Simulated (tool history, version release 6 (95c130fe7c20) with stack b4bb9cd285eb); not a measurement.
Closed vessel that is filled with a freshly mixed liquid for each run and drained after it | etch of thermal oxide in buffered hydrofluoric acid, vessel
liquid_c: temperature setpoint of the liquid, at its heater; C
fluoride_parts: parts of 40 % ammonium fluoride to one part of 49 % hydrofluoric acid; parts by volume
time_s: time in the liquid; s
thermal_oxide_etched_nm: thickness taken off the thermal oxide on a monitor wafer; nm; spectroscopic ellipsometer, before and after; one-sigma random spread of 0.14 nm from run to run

| run | day | liquid_c | fluoride_parts | time_s | thermal_oxide_etched_nm |
|---|---|---|---|---|---|
| 1 | 0 | 21 | 10.5 | 35 | 33.334 |
| 2 | 0.088 | 19 | 10.5 | 35 | 30.047 |
| 3 | 0.162 | 20 | 10.5 | 35 | 31.631 |
| 4 | 0.271 | 23.5 | 10.5 | 35 | 38.519 |
| 5 | 0.304 | 23.5 | 13 | 35 | 31.152 |
| 6 | 0.629 | 24 | 13 | 35 | 32.059 |
| 7 | 0.867 | 24.5 | 13 | 35 | 32.742 |

What will run 8 give?
| 8 | 1.183 | 25 | 13 | 35 | ? |

thermal_oxide_etched_nm: 34.028 nm
